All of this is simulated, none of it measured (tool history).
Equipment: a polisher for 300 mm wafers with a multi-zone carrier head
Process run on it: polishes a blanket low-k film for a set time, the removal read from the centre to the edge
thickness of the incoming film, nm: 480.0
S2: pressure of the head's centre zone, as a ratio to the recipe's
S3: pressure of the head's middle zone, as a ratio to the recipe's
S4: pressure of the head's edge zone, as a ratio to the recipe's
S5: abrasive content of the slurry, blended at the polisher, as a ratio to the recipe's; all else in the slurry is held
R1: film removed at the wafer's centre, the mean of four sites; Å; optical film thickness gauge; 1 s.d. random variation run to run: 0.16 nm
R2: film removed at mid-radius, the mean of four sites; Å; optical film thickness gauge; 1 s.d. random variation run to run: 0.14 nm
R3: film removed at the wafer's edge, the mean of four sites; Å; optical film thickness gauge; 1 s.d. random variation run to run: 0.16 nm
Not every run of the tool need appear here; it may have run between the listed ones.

Run 1, hour 0: flow of slurry (ml/min) 290, S2 1, S3 1, S4 1, S5 1, polishing time (s) 89. Result: R1 202.8 Å, R2 206.35 Å, R3 206.46 Å.
Run 2, hour 7.4: flow of slurry (ml/min) 290, S2 1.07, S3 1, S4 1, S5 1, polishing time (s) 89. Result: R1 221.21 Å, R2 206.1 Å, R3 210.01 Å.
Run 3, hour 15.1: flow of slurry (ml/min) 285, S2 1, S3 0.99, S4 0.96, S5 0.9, polishing time (s) 89. Result: R1 197.24 Å, R2 193.12 Å, R3 197.83 Å.
Run 4, hour 18.1: flow of slurry (ml/min) 285, S2 1, S3 0.99, S4 0.96, S5 0.9, polishing time (s) 110. Result: R1 244.19 Å, R2 241.27 Å, R3 239.91 Å.
Run 5, hour 18.8: flow of slurry (ml/min) 285, S2 0.95, S3 1.01, S4 0.93, S5 0.8, polishing time (s) 103. Result: R1 203.52 Å, R2 216.09 Å, R3 212.36 Å.
Run 6, hour 20.7: flow of slurry (ml/min) 350, S2 0.95, S3 1.01, S4 0.93, S5 0.8, polishing time (s) 103. Result: R1 209.89 Å, R2 220.18 Å, R3 213.62 Å.
Run 7, hour 27: flow of slurry (ml/min) 350, S2 0.92, S3 1.02, S4 0.91, S5 0.7, polishing time (s) 98. Result: R1 183.26 Å, R2 202.89 Å, R3 192.85 Å.
Run 8, hour 35.6: flow of slurry (ml/min) 350, S2 0.9, S3 1.02, S4 0.89, S5 0.65, polishing time (s) 94. Result: R1 166.61 Å, R2 185.06 Å, R3 174.8 Å.
Run 9, hour 38.9: flow of slurry (ml/min) 340, S2 0.87, S3 1.02, S4 0.87, S5 0.6, polishing time (s) 94. Result: R1 154.94 Å, R2 175.95 Å, R3 165.55 Å.
Run 10, hour 43.5: flow of slurry (ml/min) 340, S2 0.87, S3 1.02, S4 0.87, S5 0.6, polishing time (s) 94. Result: R1 153.22 Å, R2 177.31 Å, R3 167.29 Å.
Run 11, hour 50.1: flow of slurry (ml/min) 325, S2 0.86, S3 1.02, S4 0.85, S5 0.6, polishing time (s) 94. Result: R1 147.59 Å, R2 180.17 Å, R3 161.34 Å.

Run 12 has not been measured yet. What should we expect?
Run 12, hour 56.3: flow of slurry (ml/min) 270, S2 0.83, S3 0.92, S4 0.84, S5 0.55, polishing time (s) 94. Result: R1 ?, R2 ?, R3 ?.

R1: 131.43 Å
R2: 153.32 Å
R3: 154.39 Å
